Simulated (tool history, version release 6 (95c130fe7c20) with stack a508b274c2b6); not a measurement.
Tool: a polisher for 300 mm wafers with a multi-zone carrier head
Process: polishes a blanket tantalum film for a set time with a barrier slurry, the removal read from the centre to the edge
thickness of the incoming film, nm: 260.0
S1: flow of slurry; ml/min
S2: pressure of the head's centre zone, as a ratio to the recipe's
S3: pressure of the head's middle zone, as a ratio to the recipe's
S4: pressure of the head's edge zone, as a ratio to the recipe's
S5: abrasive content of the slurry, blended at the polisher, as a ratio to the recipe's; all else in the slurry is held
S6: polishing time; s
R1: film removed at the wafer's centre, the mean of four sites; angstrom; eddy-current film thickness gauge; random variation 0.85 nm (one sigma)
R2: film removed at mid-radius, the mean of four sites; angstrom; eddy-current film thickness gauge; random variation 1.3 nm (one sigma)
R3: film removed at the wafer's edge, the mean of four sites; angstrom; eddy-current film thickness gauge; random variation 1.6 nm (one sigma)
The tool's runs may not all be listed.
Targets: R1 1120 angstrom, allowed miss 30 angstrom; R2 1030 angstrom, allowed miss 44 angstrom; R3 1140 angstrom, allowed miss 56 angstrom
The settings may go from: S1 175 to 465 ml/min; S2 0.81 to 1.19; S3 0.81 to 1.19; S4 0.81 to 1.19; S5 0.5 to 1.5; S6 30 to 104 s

run 1 day=0 | S1=295 S2=1 S3=1 S4=1 S5=1 S6=67 | R1=944.55 R2=927.66 R3=995.34
run 2 day=0.342 | S1=295 S2=1 S3=1 S4=1 S5=0.85 S6=67 | R1=861.43 R2=844.05 R3=913.13
run 3 day=0.396 | S1=295 S2=1.01 S3=1.01 S4=1.02 S5=0.9 S6=67 | R1=903.21 R2=887.31 R3=945.33
run 4 day=0.767 | S1=295 S2=1.02 S3=1.01 S4=1.03 S5=0.95 S6=67 | R1=927.38 R2=922.98 R3=968.88
run 5 day=1.033 | S1=295 S2=1.02 S3=1.01 S4=1.11 S5=0.95 S6=67 | R1=931.48 R2=931.9 R3=1020.5
run 6 day=1.217 | S1=295 S2=1.02 S3=1.01 S4=1.11 S5=0.95 S6=53 | R1=725.01 R2=730.16 R3=816.23
run 7 day=1.583 | S1=300 S2=1.03 S3=1.01 S4=1.12 S5=1 S6=54 | R1=784.6 R2=744.88 R3=852.73
run 8 day=1.821 | S1=295 S2=1.03 S3=1.02 S4=1.13 S5=1.05 S6=55 | R1=806.03 R2=797.41 R3=870.03
run 9 day=2.046 | S1=300 S2=1.03 S3=1.01 S4=1.14 S5=1.1 S6=56 | R1=841.87 R2=824.42 R3=930.45
run 10 day=2.342 | S1=370 S2=1.13 S3=1.11 S4=1.19 S5=1.35 S6=57 | R1=1017.3 R2=997.37 R3=1040.9

4 next moves are on the table. One of them brings every result within its allowed miss. Which?
run A day=2.638 | S1=465 S2=1.11 S3=1.04 S4=1.18 S5=1.2 S6=65 | R1=? R2=? R3=?
run B day=2.638 | S1=375 S2=1.03 S3=1.13 S4=1.19 S5=1.45 S6=52 | R1=? R2=? R3=?
run C day=2.638 | S1=420 S2=1.14 S3=1.19 S4=1.19 S5=1.3 S6=51 | R1=? R2=? R3=?
run D day=2.638 | S1=390 S2=0.96 S3=1.16 S4=1.19 S5=1.25 S6=59 | R1=? R2=? R3=?

move=A R1=1104.8 R2=1053.4 R3=1143.4
move=B R1=850.55 R2=939.95 R3=956.56
move=C R1=906.39 R2=943.9 R3=916.62
move=D R1=866.19 R2=1050.9 R3=1044
A: meets every target
B: further off than the last run
C: further off than the last run
D: further off than the last run
The right move is A.

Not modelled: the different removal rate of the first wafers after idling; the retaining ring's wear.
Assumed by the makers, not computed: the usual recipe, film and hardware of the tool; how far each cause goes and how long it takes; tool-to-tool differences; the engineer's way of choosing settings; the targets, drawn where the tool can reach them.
